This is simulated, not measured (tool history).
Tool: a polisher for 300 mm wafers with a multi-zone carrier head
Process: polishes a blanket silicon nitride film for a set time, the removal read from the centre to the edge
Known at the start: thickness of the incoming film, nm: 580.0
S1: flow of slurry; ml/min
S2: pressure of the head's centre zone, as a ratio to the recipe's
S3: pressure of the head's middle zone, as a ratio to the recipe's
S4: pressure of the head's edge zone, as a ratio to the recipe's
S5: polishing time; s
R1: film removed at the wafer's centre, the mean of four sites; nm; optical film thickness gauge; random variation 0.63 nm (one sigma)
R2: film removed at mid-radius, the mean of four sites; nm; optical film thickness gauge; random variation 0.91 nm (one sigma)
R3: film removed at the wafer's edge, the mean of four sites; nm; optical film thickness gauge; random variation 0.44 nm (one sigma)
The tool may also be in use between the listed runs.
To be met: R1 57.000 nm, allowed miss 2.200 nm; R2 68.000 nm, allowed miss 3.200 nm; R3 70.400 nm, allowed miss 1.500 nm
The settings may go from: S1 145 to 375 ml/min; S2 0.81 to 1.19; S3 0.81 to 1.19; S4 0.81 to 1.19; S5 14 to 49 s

| run | hour | S1 | S2 | S3 | S4 | S5 | R1 | R2 | R3 |
|---|---|---|---|---|---|---|---|---|---|
| 1 | 0.0 | 240 | 1.00 | 1.00 | 1.00 | 31 | 49.474 | 46.714 | 47.946 |
| 2 | 7.5 | 240 | 1.00 | 1.00 | 1.08 | 31 | 49.322 | 47.444 | 50.038 |
| 3 | 13.6 | 250 | 0.96 | 1.02 | 1.11 | 33 | 50.379 | 51.908 | 53.321 |
| 4 | 14.1 | 240 | 0.92 | 1.02 | 1.13 | 36 | 52.501 | 57.366 | 58.832 |
| 5 | 22.9 | 240 | 0.92 | 1.02 | 1.13 | 33 | 48.124 | 51.370 | 54.111 |
| 6 | 30.4 | 240 | 0.92 | 1.02 | 1.04 | 33 | 48.032 | 51.703 | 51.531 |
| 7 | 32.9 | 240 | 0.90 | 1.02 | 1.08 | 36 | 51.990 | 56.633 | 57.328 |
| 8 | 37.3 | 240 | 0.90 | 1.02 | 1.08 | 36 | 51.221 | 55.838 | 57.586 |
| 9 | 42.1 | 245 | 0.89 | 1.03 | 1.11 | 38 | 54.289 | 60.413 | 61.921 |
| 10 | 46.9 | 250 | 0.88 | 1.04 | 1.13 | 39 | 55.123 | 61.110 | 64.304 |
| 11 | 51.6 | 245 | 0.87 | 1.06 | 1.14 | 40 | 54.324 | 63.658 | 65.659 |

5 next moves are on the table. One of them brings every result within its allowed miss. Which?
| A | 56.3 | 220 | 0.94 | 1.02 | 1.09 | 39 | ? | ? | ? |
| B | 56.3 | 235 | 0.82 | 0.81 | 1.19 | 44 | ? | ? | ? |
| C | 56.3 | 295 | 0.86 | 1.07 | 1.19 | 41 | ? | ? | ? |
| D | 56.3 | 230 | 0.81 | 0.96 | 1.19 | 40 | ? | ? | ? |
| E | 56.3 | 245 | 0.81 | 1.06 | 1.16 | 41 | ? | ? | ? |

| move | R1 | R2 | R3 |
|---|---|---|---|
| A | 58.335 | 61.902 | 62.174 |
| B | 57.583 | 60.003 | 73.818 |
| C | 57.412 | 68.793 | 69.439 |
| D | 51.659 | 61.085 | 66.916 |
| E | 53.254 | 67.452 | 67.844 |
A: further off than the last run
B: takes the result that was furthest off past its target
C: meets every target
D: nearer than the last run, and not there yet
E: nearer than the last run, and not there yet
Answer: C
